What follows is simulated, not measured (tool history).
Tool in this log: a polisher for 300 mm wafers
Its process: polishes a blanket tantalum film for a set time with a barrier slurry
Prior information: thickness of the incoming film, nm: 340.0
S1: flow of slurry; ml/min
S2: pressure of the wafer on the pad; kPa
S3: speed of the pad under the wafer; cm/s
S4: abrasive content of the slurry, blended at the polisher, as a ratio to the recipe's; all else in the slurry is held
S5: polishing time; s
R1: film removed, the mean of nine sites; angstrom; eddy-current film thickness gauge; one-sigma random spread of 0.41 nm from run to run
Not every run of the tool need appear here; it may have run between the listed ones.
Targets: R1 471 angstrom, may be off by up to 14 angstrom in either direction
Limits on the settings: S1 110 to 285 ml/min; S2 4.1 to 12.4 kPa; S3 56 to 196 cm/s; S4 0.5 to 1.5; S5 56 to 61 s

run 1 day=0 | S1=180 S2=8.3 S3=126 S4=1 S5=61 | R1=622.72
run 2 day=0.133 | S1=180 S2=8.3 S3=126 S4=1 S5=61 | R1=621.81
run 3 day=0.258 | S1=175 S2=7.6 S3=126 S4=1 S5=61 | R1=572.77
run 4 day=0.438 | S1=170 S2=6.9 S3=126 S4=1 S5=61 | R1=522.14
run 5 day=0.696 | S1=170 S2=6.9 S3=156 S4=1 S5=61 | R1=648.18
run 6 day=0.796 | S1=170 S2=6.9 S3=156 S4=0.85 S5=61 | R1=617.35
run 7 day=0.825 | S1=170 S2=6.9 S3=156 S4=0.85 S5=61 | R1=609.98
run 8 day=0.896 | S1=165 S2=6.2 S3=156 S4=0.85 S5=61 | R1=554.26
run 9 day=0.942 | S1=160 S2=6.2 S3=156 S4=0.85 S5=61 | R1=557.54
run 10 day=1.208 | S1=155 S2=5.5 S3=156 S4=0.85 S5=61 | R1=489.31
run 11 day=1.533 | S1=150 S2=5.5 S3=156 S4=0.85 S5=61 | R1=491.45
run 12 day=1.825 | S1=145 S2=4.8 S3=156 S4=0.85 S5=61 | R1=424.24
run 13 day=2.2 | S1=145 S2=4.8 S3=156 S4=0.85 S5=61 | R1=429.9
run 14 day=2.488 | S1=180 S2=5.5 S3=156 S4=0.85 S5=61 | R1=494.71
run 15 day=2.517 | S1=175 S2=5.5 S3=156 S4=0.85 S5=61 | R1=500.36
run 16 day=2.675 | S1=170 S2=5.5 S3=156 S4=0.85 S5=61 | R1=499.3
run 17 day=2.971 | S1=165 S2=5.5 S3=156 S4=0.85 S5=61 | R1=490.66
run 18 day=3.129 | S1=165 S2=5.5 S3=156 S4=0.85 S5=61 | R1=503.94
run 19 day=3.492 | S1=160 S2=5.5 S3=156 S4=0.85 S5=61 | R1=493.52
run 20 day=3.642 | S1=155 S2=5.5 S3=156 S4=0.85 S5=61 | R1=497.33

5 candidate next runs follow, results not yet known. Just one meets every target within its allowed miss. Identify it.
run A day=3.792 | S1=155 S2=6.2 S3=172 S4=0.65 S5=57 | R1=?
run B day=3.792 | S1=150 S2=5.5 S3=162 S4=0.8 S5=61 | R1=?
run C day=3.792 | S1=165 S2=5.5 S3=158 S4=0.85 S5=61 | R1=?
run D day=3.792 | S1=150 S2=5.5 S3=154 S4=0.85 S5=59 | R1=?
run E day=3.792 | S1=185 S2=6.2 S3=154 S4=0.7 S5=61 | R1=?

move=A R1=531.14
move=B R1=504.22
move=C R1=503.91
move=D R1=471.31
move=E R1=528.67
A: lands further from the targets than the last run did
B: lands further from the targets than the last run did
C: lands further from the targets than the last run did
D: each result inside its tolerance
E: lands further from the targets than the last run did
The right move is D.
